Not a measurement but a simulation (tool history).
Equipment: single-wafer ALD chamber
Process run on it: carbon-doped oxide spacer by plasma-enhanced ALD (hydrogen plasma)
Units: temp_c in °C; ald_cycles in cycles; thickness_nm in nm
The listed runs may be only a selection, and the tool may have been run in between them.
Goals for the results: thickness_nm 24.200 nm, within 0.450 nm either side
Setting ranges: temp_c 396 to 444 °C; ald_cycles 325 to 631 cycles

run 1 hour=0.0 | temp_c=420 ald_cycles=478 | thickness_nm=19.964
run 2 hour=5.1 | temp_c=420 ald_cycles=529 | thickness_nm=22.188
run 3 hour=12.4 | temp_c=416 ald_cycles=536 | thickness_nm=22.837
run 4 hour=18.5 | temp_c=416 ald_cycles=510 | thickness_nm=21.804
run 5 hour=27.7 | temp_c=408 ald_cycles=510 | thickness_nm=22.419
run 6 hour=35.6 | temp_c=406 ald_cycles=516 | thickness_nm=22.790
run 7 hour=37.3 | temp_c=404 ald_cycles=521 | thickness_nm=23.328
run 8 hour=39.5 | temp_c=402 ald_cycles=523 | thickness_nm=23.318

Which of these 5 next moves meets every target?
run A hour=41.7 | temp_c=401 ald_cycles=525 | thickness_nm=?
run B hour=41.7 | temp_c=408 ald_cycles=553 | thickness_nm=?
run C hour=41.7 | temp_c=408 ald_cycles=533 | thickness_nm=?
run D hour=41.7 | temp_c=427 ald_cycles=566 | thickness_nm=?
run E hour=41.7 | temp_c=401 ald_cycles=509 | thickness_nm=?

move=A thickness_nm=23.666
move=B thickness_nm=24.455
move=C thickness_nm=23.571
move=D thickness_nm=23.372
move=E thickness_nm=22.945
A: gains on the last run, yet a result remains outside its allowed miss
B: all results in spec
C: gains on the last run, yet a result remains outside its allowed miss
D: gains on the last run, yet a result remains outside its allowed miss
E: its largest miss is bigger than the last run's
B is the move that brings every result within its allowed miss.
